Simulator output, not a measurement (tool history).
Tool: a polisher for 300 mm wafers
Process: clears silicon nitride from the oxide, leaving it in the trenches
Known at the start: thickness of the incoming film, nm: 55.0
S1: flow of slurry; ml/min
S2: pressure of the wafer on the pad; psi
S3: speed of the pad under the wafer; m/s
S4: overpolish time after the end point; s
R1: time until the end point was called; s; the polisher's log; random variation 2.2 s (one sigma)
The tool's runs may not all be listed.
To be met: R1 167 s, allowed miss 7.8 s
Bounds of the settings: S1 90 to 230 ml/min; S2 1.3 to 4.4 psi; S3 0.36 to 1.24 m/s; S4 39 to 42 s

run,hour,S1,S2,S3,S4,R1
1,0,150,2.8,0.8,39,101.98
2,7.5,150,2.5,0.8,39,111.63
3,8.3,175,2.5,0.8,39,111.34
4,11.9,175,2.2,0.8,39,125.53
5,18.6,175,2.2,0.8,42,124.84
6,26.9,205,2.2,0.8,42,122.88
7,31.6,205,1.4,0.78,42,190.04
8,33.8,205,1.5,0.78,42,177.12
# hour 40.9: head pressure recalibrated
9,40.9,205,1.6,0.78,42,149.24
10,45.9,200,1.6,0.78,42,150.26

Which of these 4 next moves meets every target?
A,50.9,185,1.3,0.92,39,?
B,50.9,195,1.4,1.08,41,?
C,50.9,195,1.8,0.84,40,?
D,50.9,230,1.7,0.78,41,?

move,R1
A,163.52
B,133.76
C,127.65
D,139.27
A: meets every target
B: further off than the last run
C: further off than the last run
D: further off than the last run
The right move is A.

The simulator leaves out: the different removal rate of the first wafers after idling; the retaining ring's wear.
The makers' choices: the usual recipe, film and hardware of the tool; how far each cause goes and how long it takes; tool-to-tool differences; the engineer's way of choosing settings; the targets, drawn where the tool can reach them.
